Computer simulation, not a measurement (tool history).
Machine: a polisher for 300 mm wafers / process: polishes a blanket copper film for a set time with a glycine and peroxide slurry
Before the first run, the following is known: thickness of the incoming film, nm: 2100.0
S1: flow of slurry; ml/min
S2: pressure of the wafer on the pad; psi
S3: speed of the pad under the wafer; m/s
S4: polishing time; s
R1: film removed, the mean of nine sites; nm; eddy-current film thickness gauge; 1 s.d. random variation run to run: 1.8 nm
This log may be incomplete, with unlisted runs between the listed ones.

Run 1, hour 0: S1 200 ml/min, S2 3.5 psi, S3 0.9 m/s, S4 52 s. Result: R1 338.49 nm.
Run 2, hour 8.2: S1 235 ml/min, S2 3.5 psi, S3 0.9 m/s, S4 52 s. Result: R1 350.44 nm.
Run 3, hour 12.1: S1 285 ml/min, S2 3.5 psi, S3 0.9 m/s, S4 52 s. Result: R1 359.02 nm.
Run 4, hour 16.9: S1 275 ml/min, S2 3.3 psi, S3 0.9 m/s, S4 52 s. Result: R1 343.06 nm.
Run 5, hour 25.9: S1 260 ml/min, S2 3.2 psi, S3 0.9 m/s, S4 52 s. Result: R1 328.85 nm.
Run 6, hour 34.1: S1 245 ml/min, S2 3.1 psi, S3 0.9 m/s, S4 52 s. Result: R1 317.92 nm.
Run 7, hour 41.6: S1 235 ml/min, S2 3.1 psi, S3 0.9 m/s, S4 52 s. Result: R1 314.61 nm.
Run 8, hour 46.2: S1 225 ml/min, S2 3.1 psi, S3 0.9 m/s, S4 52 s. Result: R1 312.93 nm.
At hour 52.8: slurry nozzle cleaned.
Run 9, hour 52.8: S1 215 ml/min, S2 3.1 psi, S3 0.9 m/s, S4 52 s. Result: R1 330.83 nm.
Run 10, hour 57.3: S1 270 ml/min, S2 2.8 psi, S3 0.9 m/s, S4 52 s. Result: R1 303.69 nm.
Run 11, hour 62.3: S1 265 ml/min, S2 2.8 psi, S3 0.9 m/s, S4 52 s. Result: R1 307.72 nm.
Run 12, hour 63.8: S1 255 ml/min, S2 2.5 psi, S3 0.9 m/s, S4 52 s. Result: R1 276.6 nm.

The next listed run, before its measurement:
Run 13, hour 67.9: S1 260 ml/min, S2 2.5 psi, S3 0.9 m/s, S4 52 s. Result: R1 ?.

Run 13 produced R1 279.14 nm.
